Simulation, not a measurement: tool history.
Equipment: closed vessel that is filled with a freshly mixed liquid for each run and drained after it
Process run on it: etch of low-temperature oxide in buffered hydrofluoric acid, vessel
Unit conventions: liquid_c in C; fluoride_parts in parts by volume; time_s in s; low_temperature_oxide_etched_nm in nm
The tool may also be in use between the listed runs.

run,hour,liquid_c,fluoride_parts,time_s,low_temperature_oxide_etched_nm
1,0,21,12,105,192.64
2,0.9,19.5,12,105,176.13
3,8.3,19.5,10,105,211.07
4,13.8,18.5,10.5,105,192.17
5,18.7,21,10.5,105,220.8
6,25.2,21,7.5,105,301.1
7,28.1,19.5,9,105,226.63
8,30.7,18.5,10,105,199.38
9,34.7,18,10.5,105,185.65
10,36.1,17.5,11,105,172.84

Run 11 is up next; what results do you expect?
11,43.1,17.5,11.5,105,?

Run 11 came out at low_temperature_oxide_etched_nm 166.19 nm.
